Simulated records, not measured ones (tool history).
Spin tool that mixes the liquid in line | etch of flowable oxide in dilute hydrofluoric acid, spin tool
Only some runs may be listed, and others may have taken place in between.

run  hour  temperature setpoint of the liquid (K)  parts of water to one part of 49 % hydrofluoric acid (parts by volume)  time under the liquid (s)  thickness taken off the flowable oxide on a monitor wafer (Å)
  1   0.0                                  298.15                                                                     155                         15                                                         58.995
  2   4.6                                  295.65                                                                     155                         15                                                         53.435
  3   8.5                                  295.65                                                                     155                         15                                                         53.170
  4  16.9                                  295.65                                                                     110                         15                                                         78.772
  5  21.0                                  293.65                                                                     125                         15                                                         62.697
  6  29.8                                  293.65                                                                     125                         15                                                         62.842
     37.8  -- thermometer replaced
  7  37.8                                  292.65                                                                     135                         15                                                         59.741

What will run 8 give?
  8  43.2                                  292.15                                                                     150                         15                                                              ?

thickness taken off the flowable oxide on a monitor wafer (Å): 52.360
